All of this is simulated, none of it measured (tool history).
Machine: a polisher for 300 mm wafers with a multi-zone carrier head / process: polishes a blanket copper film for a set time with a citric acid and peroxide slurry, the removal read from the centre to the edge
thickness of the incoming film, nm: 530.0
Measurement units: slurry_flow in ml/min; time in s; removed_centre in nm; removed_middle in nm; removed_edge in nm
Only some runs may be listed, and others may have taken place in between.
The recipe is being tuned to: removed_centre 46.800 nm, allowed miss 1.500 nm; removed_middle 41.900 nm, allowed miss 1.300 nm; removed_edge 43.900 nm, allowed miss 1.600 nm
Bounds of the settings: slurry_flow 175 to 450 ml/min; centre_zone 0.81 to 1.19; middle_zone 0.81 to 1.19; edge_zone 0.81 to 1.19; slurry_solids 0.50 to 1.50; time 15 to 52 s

| run | day | slurry_flow | centre_zone | middle_zone | edge_zone | slurry_solids | time | removed_centre | removed_middle | removed_edge |
|---|---|---|---|---|---|---|---|---|---|---|
| 1 | 0.000 | 290 | 1.00 | 1.00 | 1.00 | 1.00 | 33 | 51.827 | 49.228 | 50.666 |
| 2 | 0.212 | 290 | 1.00 | 1.07 | 1.00 | 1.00 | 33 | 51.495 | 52.972 | 50.761 |
| 3 | 0.550 | 285 | 0.99 | 1.04 | 0.98 | 0.95 | 33 | 49.906 | 49.751 | 49.082 |
| 4 | 0.833 | 280 | 0.99 | 1.02 | 0.96 | 0.95 | 33 | 50.015 | 49.093 | 48.599 |
| 5 | 0.929 | 275 | 0.99 | 1.00 | 0.94 | 0.95 | 33 | 49.896 | 48.387 | 48.808 |
| 6 | 1.271 | 275 | 0.99 | 0.99 | 0.93 | 0.90 | 33 | 49.947 | 48.045 | 47.009 |
| 7 | 1.342 | 270 | 0.98 | 0.97 | 0.93 | 0.90 | 33 | 49.288 | 46.787 | 48.342 |
| 8 | 1.554 | 270 | 0.98 | 0.96 | 0.92 | 0.85 | 33 | 48.587 | 46.279 | 47.487 |
| 9 | 1.804 | 270 | 0.98 | 0.95 | 0.91 | 0.80 | 33 | 48.291 | 45.310 | 46.930 |

Exercise: of the 5 proposed moves below, exactly one satisfies all targets within the stated allowed misses. Which move is it?
| A | 2.054 | 315 | 0.98 | 0.90 | 0.86 | 0.75 | 32 | ? | ? | ? |
| B | 2.054 | 260 | 0.98 | 1.05 | 0.84 | 0.65 | 32 | ? | ? | ? |
| C | 2.054 | 265 | 0.96 | 0.89 | 0.92 | 0.70 | 34 | ? | ? | ? |
| D | 2.054 | 310 | 1.02 | 1.09 | 0.81 | 0.70 | 32 | ? | ? | ? |
| E | 2.054 | 260 | 0.95 | 0.84 | 0.96 | 0.80 | 33 | ? | ? | ? |

| move | removed_centre | removed_middle | removed_edge |
|---|---|---|---|
| A | 47.307 | 42.198 | 44.844 |
| B | 45.620 | 46.365 | 42.930 |
| C | 47.949 | 43.346 | 48.135 |
| D | 48.819 | 49.089 | 43.141 |
| E | 46.724 | 40.724 | 48.440 |
A: in spec on every target
B: lands further from the targets than the last run did
C: about as far from the targets as the last run
D: lands further from the targets than the last run did
E: gets the furthest-off result to its target, but another result is out of tolerance
Move A is the one to make.
